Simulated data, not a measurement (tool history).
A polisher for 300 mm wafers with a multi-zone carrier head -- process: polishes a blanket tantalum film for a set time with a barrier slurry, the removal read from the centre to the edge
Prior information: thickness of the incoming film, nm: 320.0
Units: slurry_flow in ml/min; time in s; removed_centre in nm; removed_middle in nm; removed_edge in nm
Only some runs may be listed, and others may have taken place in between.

run  hour  slurry_flow  centre_zone  middle_zone  edge_zone  slurry_solids  time  removed_centre  removed_middle  removed_edge
  1     0          125            1            1          1              1    67           118.5          116.39        115.38
  2   0.9          125            1            1          1           0.85    67          114.65          110.52        111.17
  3   6.3          125            1            1          1           0.65    67          106.37          104.76        104.34
  4    13          125         0.92            1          1           0.65    67          99.617          104.05        105.09
  5  20.1          125         0.85            1          1           0.65    67          91.525          104.28        102.98
  6  26.2          145         0.85            1          1           0.65    67          93.192          105.09        106.25
  7    30          145         0.88         0.97       0.98           0.65    67          98.028          103.03        105.58
  8  37.5          145          0.9         0.95       0.96           0.65    67          98.069          103.32        106.06
  9  41.3          145         0.94         0.94       0.96           0.65    66          101.22          99.472        105.43
 10  42.5          145         0.97         0.93       0.95           0.65    66          104.89          98.081        102.84
 11  48.2          145         0.97         0.93       0.95           0.65    66          106.01          98.363        103.75
 12  54.6          145         0.98         0.92       0.94           0.65    66          106.82          97.823        104.23
 13  60.8          145         0.99         0.91       0.93           0.65    66          106.98          96.067        101.48
 14  65.1          145            1          0.9       0.93           0.65    66          110.14          96.677        105.88
 15  67.7          130         1.06         0.86       0.83            0.5    65          102.76          82.913        88.424
 16  75.5          130         1.06         0.86       0.83            0.5    65          102.98           81.91          87.6
 17  78.9          135         1.06         0.86       0.84            0.5    65          103.53           83.12        88.346

Expected results for the next run?
 18    84          140         1.06         0.86       0.85            0.5    65               ?               ?             ?

{"run 18": {"removed_centre": 103.95, "removed_middle": 84.078, "removed_edge": 91.939}}
